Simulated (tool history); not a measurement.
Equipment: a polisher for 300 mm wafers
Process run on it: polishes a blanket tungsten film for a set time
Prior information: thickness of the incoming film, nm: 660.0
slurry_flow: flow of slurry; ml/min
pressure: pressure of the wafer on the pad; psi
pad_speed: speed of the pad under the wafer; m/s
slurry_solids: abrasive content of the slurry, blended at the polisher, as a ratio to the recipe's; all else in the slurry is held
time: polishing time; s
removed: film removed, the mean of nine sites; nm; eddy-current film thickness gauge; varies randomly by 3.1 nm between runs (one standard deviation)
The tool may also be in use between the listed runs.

Run 1, hour 0.0: slurry_flow 175 ml/min, pressure 4.8 psi, pad_speed 0.94 m/s, slurry_solids 1.00, time 53 s. Result: removed 223.70 nm.
Run 2, hour 2.5: slurry_flow 175 ml/min, pressure 4.8 psi, pad_speed 0.94 m/s, slurry_solids 1.10, time 53 s. Result: removed 227.85 nm.
Run 3, hour 3.1: slurry_flow 180 ml/min, pressure 5.3 psi, pad_speed 0.94 m/s, slurry_solids 1.10, time 53 s. Result: removed 255.54 nm.
Run 4, hour 5.4: slurry_flow 210 ml/min, pressure 5.3 psi, pad_speed 0.94 m/s, slurry_solids 1.10, time 53 s. Result: removed 257.32 nm.
Run 5, hour 8.1: slurry_flow 210 ml/min, pressure 6.2 psi, pad_speed 0.94 m/s, slurry_solids 1.10, time 53 s. Result: removed 301.71 nm.
Run 6, hour 12.1: slurry_flow 210 ml/min, pressure 6.2 psi, pad_speed 0.94 m/s, slurry_solids 1.25, time 53 s. Result: removed 304.94 nm.
Run 7, hour 19.2: slurry_flow 210 ml/min, pressure 6.5 psi, pad_speed 0.94 m/s, slurry_solids 1.25, time 53 s. Result: removed 321.23 nm.

Expected results for the next run?
At hour 23.9: slurry tank refilled with fresh slurry and peroxide.
Run 8, hour 23.9: slurry_flow 210 ml/min, pressure 6.7 psi, pad_speed 0.94 m/s, slurry_solids 1.25, time 53 s. Result: removed ?.

Run 8 came out at removed 373.79 nm.

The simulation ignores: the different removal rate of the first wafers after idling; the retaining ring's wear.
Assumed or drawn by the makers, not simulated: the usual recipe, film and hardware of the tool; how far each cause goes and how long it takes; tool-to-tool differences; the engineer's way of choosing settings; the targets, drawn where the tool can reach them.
